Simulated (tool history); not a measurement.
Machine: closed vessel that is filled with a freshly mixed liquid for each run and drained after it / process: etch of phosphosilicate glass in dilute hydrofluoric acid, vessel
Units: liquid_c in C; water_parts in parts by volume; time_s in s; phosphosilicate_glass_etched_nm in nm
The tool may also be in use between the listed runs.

run  hour  liquid_c  water_parts  time_s  phosphosilicate_glass_etched_nm
  1     0        23          200      30                           20.784
  2   6.1        23          155      30                           28.098
  3  14.9      24.5          150      30                           30.537
  4  23.7      24.5          150      30                           31.036
  5  25.1        26          150      30                           32.689
  6  27.6        26          220      30                           20.519
  7  29.6        26          220      30                           20.658
  8  36.4        27          205      30                           23.213
  9  42.1        28          190      30                           26.087
 10  44.2      28.5          175      30                           29.413
 11  51.9      28.5          175      30                           29.696
 12  58.2        29          165      30                           32.191
 13  65.2        31          130      30                           46.378
 14  67.9      30.5          130      30                           45.318
 15  70.4        30          130      30                           44.877
 16    72      29.5          130      30                           43.546

Forecast run 17:
 17    81        29          130      30                                ?

phosphosilicate_glass_etched_nm: 42.936 nm
